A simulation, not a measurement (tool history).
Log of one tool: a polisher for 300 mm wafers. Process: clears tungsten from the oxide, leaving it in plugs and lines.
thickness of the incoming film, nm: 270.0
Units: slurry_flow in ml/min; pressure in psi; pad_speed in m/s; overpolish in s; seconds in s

run  hour  slurry_flow  pressure  pad_speed  slurry_solids  overpolish  seconds
  1   0.0          250       4.9       1.36           1.00          16   41.083
  2   6.8          310       4.9       1.36           1.00          16   41.089
  3  14.1          375       4.9       1.36           1.00          16   40.109
  4  19.3          375       5.2       1.36           1.00          16   37.777
  5  20.6          375       6.3       1.36           1.00          16   31.179
  6  25.1          375       6.3       1.36           0.85          16   32.660
  7  33.6          375       6.4       1.36           0.85          16   32.533
  8  34.7          375       6.5       1.36           0.85          16   30.977

Run 9 comes next. What will it give?
  9  36.0          375       6.7       1.36           0.85          16        ?

{"run 9": {"seconds": 30.647}}

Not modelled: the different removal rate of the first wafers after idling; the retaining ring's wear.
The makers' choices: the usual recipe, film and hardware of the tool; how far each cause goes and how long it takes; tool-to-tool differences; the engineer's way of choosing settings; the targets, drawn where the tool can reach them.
